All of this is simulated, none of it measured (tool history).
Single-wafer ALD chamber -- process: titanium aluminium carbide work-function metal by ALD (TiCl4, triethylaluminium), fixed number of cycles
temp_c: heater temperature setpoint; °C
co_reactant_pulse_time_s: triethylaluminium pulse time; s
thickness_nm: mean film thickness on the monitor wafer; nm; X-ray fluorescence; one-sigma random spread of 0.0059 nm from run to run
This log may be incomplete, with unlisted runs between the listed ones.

| run | day | temp_c | co_reactant_pulse_time_s | thickness_nm |
|---|---|---|---|---|
| 1 | 0 | 290 | 13.39 | 2.0945 |
| 2 | 0.25 | 290 | 16.7 | 2.1074 |
| 3 | 0.304 | 298 | 16.7 | 2.1906 |
| 4 | 0.471 | 298 | 14.07 | 2.1808 |
| 5 | 0.771 | 289 | 13.6 | 2.0751 |
| 6 | 0.833 | 284 | 13.24 | 2.0179 |

Predict the results of run 7:
| 7 | 1.054 | 281 | 13.02 | ? |

{"run 7": {"thickness_nm": 1.9964}}
